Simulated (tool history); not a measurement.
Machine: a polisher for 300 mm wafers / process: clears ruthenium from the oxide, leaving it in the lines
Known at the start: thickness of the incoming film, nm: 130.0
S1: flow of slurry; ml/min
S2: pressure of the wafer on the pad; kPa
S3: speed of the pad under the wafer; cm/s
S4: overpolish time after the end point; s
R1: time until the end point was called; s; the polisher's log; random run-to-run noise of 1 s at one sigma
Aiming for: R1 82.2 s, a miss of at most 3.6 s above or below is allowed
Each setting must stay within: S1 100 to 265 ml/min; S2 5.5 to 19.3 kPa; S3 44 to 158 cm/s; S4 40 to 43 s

run	hour	S1	S2	S3	S4	R1
1	0	170	12.4	100	40	110.17
2	6.8	170	12.4	100	43	112.23
3	13.4	170	12.4	124	43	89.298
4	14.2	130	12.4	124	43	96.259
5	20.1	100	12.4	124	43	103.7
6	22.2	100	12.4	124	43	100.82
7	24.6	115	13.1	124	43	94.352
8	26.1	115	13.1	124	43	93.182
9	31.6	125	13.1	124	43	91.934
10	35.2	135	13.1	124	43	88.636
11	40.9	140	13.1	124	43	87.819
12	41.8	145	13.1	124	43	87.431
13	44.5	150	13.1	124	43	87.025
14	49.3	155	13.1	124	43	86.324
15	51.6	160	13.1	124	43	84.878

Exercise: of the 4 proposed moves below, exactly one satisfies all targets within the stated allowed misses. Which move is it?
A	53.9	155	11.7	132	43	?
B	53.9	165	13.8	110	42	?
C	53.9	165	13.1	114	40	?
D	53.9	155	14.5	118	40	?

move	R1
A	90.736
B	91.834
C	93.139
D	82.795
A: its largest miss is bigger than the last run's
B: its largest miss is bigger than the last run's
C: its largest miss is bigger than the last run's
D: in spec on every target
The move that meets every target is D.

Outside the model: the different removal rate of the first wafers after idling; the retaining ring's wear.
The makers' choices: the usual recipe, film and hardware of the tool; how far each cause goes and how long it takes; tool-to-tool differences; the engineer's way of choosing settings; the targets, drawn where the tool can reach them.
